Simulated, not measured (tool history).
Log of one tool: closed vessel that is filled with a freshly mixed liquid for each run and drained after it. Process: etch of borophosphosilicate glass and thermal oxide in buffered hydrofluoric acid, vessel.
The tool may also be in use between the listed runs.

run    day  temperature setpoint of the liquid (°C)  parts of 40 % ammonium fluoride to one part of 49 % hydrofluoric acid (parts by volume)  time in the liquid (s)  thickness taken off the borophosphosilicate glass on a monitor wafer (Å)  thickness taken off the thermal oxide on a monitor wafer (Å)
  1  0.000                                     24.0                                                                                     20.0                      60                                                                    691.21                                                        378.63
  2  0.238                                     25.5                                                                                     18.5                      60                                                                    793.71                                                        446.92
  3  0.346                                     25.5                                                                                     20.5                      60                                                                    736.41                                                        412.94
  4  0.604                                     25.5                                                                                     17.5                      60                                                                    868.13                                                        474.24
  5  0.842                                     26.5                                                                                     17.0                      60                                                                    927.50                                                        512.70
  6  1.012                                     26.5                                                                                     13.0                      60                                                                   1199.10                                                        668.60

Forecast run 7:
  7  1.279                                     27.0                                                                                     13.0                      60                                                                         ?                                                             ?

{"run 7": {"thickness taken off the borophosphosilicate glass on a monitor wafer (Å)": 1252.1, "thickness taken off the thermal oxide on a monitor wafer (Å)": 689.97}}
